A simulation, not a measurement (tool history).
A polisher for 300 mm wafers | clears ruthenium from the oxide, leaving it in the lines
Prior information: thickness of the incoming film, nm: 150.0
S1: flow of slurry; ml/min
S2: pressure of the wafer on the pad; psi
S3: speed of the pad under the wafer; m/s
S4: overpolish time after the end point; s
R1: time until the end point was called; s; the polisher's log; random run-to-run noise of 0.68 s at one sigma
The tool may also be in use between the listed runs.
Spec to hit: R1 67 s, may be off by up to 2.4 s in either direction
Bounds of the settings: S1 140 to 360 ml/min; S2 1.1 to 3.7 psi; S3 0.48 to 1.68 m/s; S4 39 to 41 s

run  hour   S1   S2    S3  S4      R1
  1     0  230  2.4  1.08  39  95.212
  2   1.9  230  2.4  1.08  39  96.628
  3   4.9  230  2.6  1.08  39  90.053
  4  13.2  230  2.6  0.96  39  98.927
  5    16  230  3.2  0.96  39  86.893
  6  22.6  285  3.2  0.96  39  84.855
  7  27.6  285  3.3     1  39  79.401
  8  32.6  285  3.4  1.02  39  75.588
  9  33.4  285  3.5  1.04  39  72.598
 10  42.2  290  3.7  1.04  39  70.095

5 next moves are on the table. One of them brings every result within its allowed miss. Which?
  A    51  355  3.4  1.08  41   ?
  B    51  330  3.7  0.98  41   ?
  C    51  305  3.5  0.98  39   ?
  D    51  270  3.7   0.9  41   ?
  E    51  315  3.5  1.16  41   ?

move      R1
   A  70.747
   B  72.518
   C  76.238
   D  79.409
   E  65.456
A: its largest miss is bigger than the last run's
B: its largest miss is bigger than the last run's
C: its largest miss is bigger than the last run's
D: its largest miss is bigger than the last run's
E: all results land within tolerance of their targets
Move E is the one to make.
